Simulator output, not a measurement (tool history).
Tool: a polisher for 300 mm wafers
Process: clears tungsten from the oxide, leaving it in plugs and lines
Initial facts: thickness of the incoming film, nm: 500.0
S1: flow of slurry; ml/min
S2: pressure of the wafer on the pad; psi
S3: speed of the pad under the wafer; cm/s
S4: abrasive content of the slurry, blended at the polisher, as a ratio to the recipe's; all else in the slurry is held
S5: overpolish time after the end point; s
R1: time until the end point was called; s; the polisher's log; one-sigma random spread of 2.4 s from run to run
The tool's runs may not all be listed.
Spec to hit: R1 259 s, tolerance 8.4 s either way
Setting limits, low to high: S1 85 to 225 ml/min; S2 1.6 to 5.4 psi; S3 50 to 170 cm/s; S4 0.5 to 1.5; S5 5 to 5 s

run  hour   S1   S2   S3    S4  S5      R1
  1     0  145  3.5  110     1   5  125.86
  2   0.7  145  3.5  134     1   5  101.36
  3   4.5  140  3.1  126     1   5  124.28
  4   6.5  140  3.8  126     1   5  101.68
  5   7.8  135  3.4  120     1   5  119.84
  6    13  135  3.1  114     1   5  138.15
  7  19.9  135  3.1  114     1   5   137.6
  8  24.5  130  2.8  110     1   5  159.26
     26.8  -- slurry tank refilled with fresh slurry and peroxide
  9  26.8  125  2.6  108     1   5  150.76
 10  31.9  165  1.6   78  0.95   5  307.81
 11  32.8  165  1.6   78  0.95   5  318.61
 12  37.2  160  1.7   78  0.95   5  299.34
 13  42.9  160  2.2   78  0.95   5  228.34

Next run, 5 choices. One meets every target within its allowed miss, the rest don't. Which?
  A  48.6  170  2.5  68   0.9   5   ?
  B  48.6  160  2.5  82   0.9   5   ?
  C  48.6  135  2.3  70   0.9   5   ?
  D  48.6  170  1.7  96  0.95   5   ?
  E  48.6  180  1.7  80   1.1   5   ?

move      R1
   A  231.04
   B  195.18
   C  254.19
   D     237
   E   272.2
A: gains on the last run, yet a result remains outside its allowed miss
B: its largest miss is bigger than the last run's
C: each result inside its tolerance
D: gains on the last run, yet a result remains outside its allowed miss
E: pushes the last run's worst result past its target
Correct choice: C, which meets every target
